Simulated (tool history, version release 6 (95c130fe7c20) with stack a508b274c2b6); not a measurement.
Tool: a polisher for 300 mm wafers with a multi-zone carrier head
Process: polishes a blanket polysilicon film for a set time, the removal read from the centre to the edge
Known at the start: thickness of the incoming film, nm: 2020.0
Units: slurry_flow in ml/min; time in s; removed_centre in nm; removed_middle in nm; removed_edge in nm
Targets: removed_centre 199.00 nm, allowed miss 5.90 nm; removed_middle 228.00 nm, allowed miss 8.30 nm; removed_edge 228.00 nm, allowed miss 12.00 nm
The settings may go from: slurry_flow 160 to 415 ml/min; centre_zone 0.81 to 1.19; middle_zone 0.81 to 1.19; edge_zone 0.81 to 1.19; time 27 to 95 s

Run 1, day 0.000: slurry_flow 265 ml/min, centre_zone 1.00, middle_zone 1.00, edge_zone 1.00, time 61 s. Result: removed_centre 274.22 nm, removed_middle 275.65 nm, removed_edge 277.41 nm.
Run 2, day 0.288: slurry_flow 255 ml/min, centre_zone 0.95, middle_zone 0.98, edge_zone 0.97, time 58 s. Result: removed_centre 247.64 nm, removed_middle 256.73 nm, removed_edge 261.17 nm.
Run 3, day 0.654: slurry_flow 250 ml/min, centre_zone 0.91, middle_zone 0.97, edge_zone 0.94, time 56 s. Result: removed_centre 230.08 nm, removed_middle 244.60 nm, removed_edge 244.72 nm.
Run 4, day 0.992: slurry_flow 240 ml/min, centre_zone 0.88, middle_zone 0.96, edge_zone 0.93, time 55 s. Result: removed_centre 217.53 nm, removed_middle 233.09 nm, removed_edge 235.65 nm.
Run 5, day 1.317: slurry_flow 230 ml/min, centre_zone 0.86, middle_zone 0.96, edge_zone 0.93, time 55 s. Result: removed_centre 211.99 nm, removed_middle 233.90 nm, removed_edge 236.01 nm.
Run 6, day 1.392: slurry_flow 230 ml/min, centre_zone 0.86, middle_zone 0.96, edge_zone 0.93, time 61 s. Result: removed_centre 236.97 nm, removed_middle 261.44 nm, removed_edge 259.47 nm.
Run 7, day 1.617: slurry_flow 225 ml/min, centre_zone 0.84, middle_zone 0.96, edge_zone 0.93, time 59 s. Result: removed_centre 226.62 nm, removed_middle 253.87 nm, removed_edge 250.38 nm.
Run 8, day 1.750: slurry_flow 200 ml/min, centre_zone 0.81, middle_zone 0.95, edge_zone 0.95, time 52 s. Result: removed_centre 189.50 nm, removed_middle 216.88 nm, removed_edge 221.26 nm.
Run 9, day 2.008: slurry_flow 210 ml/min, centre_zone 0.82, middle_zone 0.96, edge_zone 0.95, time 52 s. Result: removed_centre 193.46 nm, removed_middle 222.17 nm, removed_edge 229.50 nm.

Which of these 5 next moves meets every target?
Run A, day 2.267: slurry_flow 210 ml/min, centre_zone 0.85, middle_zone 1.02, edge_zone 0.99, time 49 s. Result: removed_centre ?, removed_middle ?, removed_edge ?.
Run B, day 2.267: slurry_flow 160 ml/min, centre_zone 0.85, middle_zone 1.00, edge_zone 1.00, time 51 s. Result: removed_centre ?, removed_middle ?, removed_edge ?.
Run C, day 2.267: slurry_flow 230 ml/min, centre_zone 0.82, middle_zone 0.89, edge_zone 0.97, time 52 s. Result: removed_centre ?, removed_middle ?, removed_edge ?.
Run D, day 2.267: slurry_flow 190 ml/min, centre_zone 0.81, middle_zone 0.96, edge_zone 0.87, time 55 s. Result: removed_centre ?, removed_middle ?, removed_edge ?.
Run E, day 2.267: slurry_flow 160 ml/min, centre_zone 0.92, middle_zone 0.95, edge_zone 0.93, time 53 s. Result: removed_centre ?, removed_middle ?, removed_edge ?.

move  removed_centre  removed_middle  removed_edge
   A          185.01          221.78        218.95
   B          181.72          215.64        220.65
   C          193.93          212.88        232.85
   D          196.53          232.66        228.73
   E          200.39          214.60        221.68
A: further off than the last run
B: further off than the last run
C: brings the result that was furthest off to its target, and leaves another outside
D: meets every target
E: brings the result that was furthest off to its target, and leaves another outside
Move D is the one to make.
